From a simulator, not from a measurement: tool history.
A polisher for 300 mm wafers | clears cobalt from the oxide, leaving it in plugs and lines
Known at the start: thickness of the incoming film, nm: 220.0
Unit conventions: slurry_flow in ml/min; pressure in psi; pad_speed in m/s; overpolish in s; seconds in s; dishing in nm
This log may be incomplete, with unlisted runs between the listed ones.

run,hour,slurry_flow,pressure,pad_speed,overpolish,seconds,dishing
1,0.0,295,1.5,1.06,27,71.779,57.907
2,4.5,295,1.5,1.06,33,69.341,66.701
3,9.6,255,1.5,1.06,33,69.087,64.912
4,10.3,255,1.5,1.06,37,72.085,63.577
5,14.2,250,1.6,1.06,34,68.126,64.911
6,22.9,250,1.6,1.26,34,57.735,69.224

Forecast run 7:
7,23.9,245,1.6,1.26,32,?,?

Run 7 measured seconds 58.505 s, dishing 67.505 nm.
